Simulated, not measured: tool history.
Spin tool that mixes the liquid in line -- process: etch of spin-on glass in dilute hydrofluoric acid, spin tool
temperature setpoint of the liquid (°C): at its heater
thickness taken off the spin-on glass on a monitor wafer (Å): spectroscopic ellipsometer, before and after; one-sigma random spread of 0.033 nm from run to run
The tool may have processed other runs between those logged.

run,day,temperature setpoint of the liquid (°C),parts of water to one part of 49 % hydrofluoric acid (parts by volume),time under the liquid (s),thickness taken off the spin-on glass on a monitor wafer (Å)
1,0.000,23.0,280,105,96.594
2,0.108,23.0,325,105,79.800
3,0.158,23.0,325,105,79.778
4,0.496,23.0,325,105,80.311
5,0.858,23.0,410,105,58.381
6,1.046,21.5,410,105,55.283
7,1.383,22.5,410,105,57.598
8,1.712,23.5,410,105,59.309
9,1.921,24.0,410,105,60.552
10,2.008,24.5,410,105,61.068

Run 11 is up next; what results do you expect?
11,2.071,25.0,410,105,?

{"run 11": {"thickness taken off the spin-on glass on a monitor wafer (Å)": 62.51}}
